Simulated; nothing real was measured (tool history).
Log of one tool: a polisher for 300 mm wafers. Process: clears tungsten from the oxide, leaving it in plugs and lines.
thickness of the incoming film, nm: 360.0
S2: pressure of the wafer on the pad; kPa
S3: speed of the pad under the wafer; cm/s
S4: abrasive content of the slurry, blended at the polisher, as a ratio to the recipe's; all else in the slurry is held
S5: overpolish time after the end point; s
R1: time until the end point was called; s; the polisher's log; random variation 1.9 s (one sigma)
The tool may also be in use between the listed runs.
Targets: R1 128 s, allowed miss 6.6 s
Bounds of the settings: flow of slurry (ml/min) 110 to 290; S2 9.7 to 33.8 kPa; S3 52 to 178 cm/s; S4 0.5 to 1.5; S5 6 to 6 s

Run 1, hour 0: flow of slurry (ml/min) 185, S2 21.4 kPa, S3 114 cm/s, S4 1, S5 6 s. Result: R1 89.568 s.
Run 2, hour 6: flow of slurry (ml/min) 155, S2 21.4 kPa, S3 114 cm/s, S4 1, S5 6 s. Result: R1 90.131 s.
Run 3, hour 12.4: flow of slurry (ml/min) 155, S2 23.4 kPa, S3 114 cm/s, S4 1, S5 6 s. Result: R1 84.309 s.
Run 4, hour 19.8: flow of slurry (ml/min) 155, S2 28.3 kPa, S3 114 cm/s, S4 1, S5 6 s. Result: R1 69.229 s.
At hour 20.4: head pressure recalibrated.
Run 5, hour 20.4: flow of slurry (ml/min) 155, S2 26.2 kPa, S3 112 cm/s, S4 1, S5 6 s. Result: R1 79.707 s.
Run 6, hour 27.5: flow of slurry (ml/min) 155, S2 24.1 kPa, S3 110 cm/s, S4 1, S5 6 s. Result: R1 86.308 s.
Run 7, hour 32.6: flow of slurry (ml/min) 155, S2 24.1 kPa, S3 110 cm/s, S4 1, S5 6 s. Result: R1 89.577 s.
Run 8, hour 36.1: flow of slurry (ml/min) 155, S2 22.8 kPa, S3 110 cm/s, S4 1, S5 6 s. Result: R1 91.547 s.
Run 9, hour 43.9: flow of slurry (ml/min) 155, S2 21.4 kPa, S3 110 cm/s, S4 1, S5 6 s. Result: R1 99.524 s.

4 next moves are on the table. One of them brings every result within its allowed miss. Which?
Run A, hour 51.7: flow of slurry (ml/min) 155, S2 15.9 kPa, S3 94 cm/s, S4 1.15, S5 6 s. Result: R1 ?.
Run B, hour 51.7: flow of slurry (ml/min) 155, S2 20 kPa, S3 80 cm/s, S4 1.1, S5 6 s. Result: R1 ?.
Run C, hour 51.7: flow of slurry (ml/min) 160, S2 20 kPa, S3 64 cm/s, S4 0.95, S5 6 s. Result: R1 ?.
Run D, hour 51.7: flow of slurry (ml/min) 145, S2 20 kPa, S3 66 cm/s, S4 1.05, S5 6 s. Result: R1 ?.

move      R1
   A  141.85
   B  125.73
   C  145.19
   D   142.6
A: takes the result that was furthest off past its target
B: meets every target
C: takes the result that was furthest off past its target
D: takes the result that was furthest off past its target
The right move is B.

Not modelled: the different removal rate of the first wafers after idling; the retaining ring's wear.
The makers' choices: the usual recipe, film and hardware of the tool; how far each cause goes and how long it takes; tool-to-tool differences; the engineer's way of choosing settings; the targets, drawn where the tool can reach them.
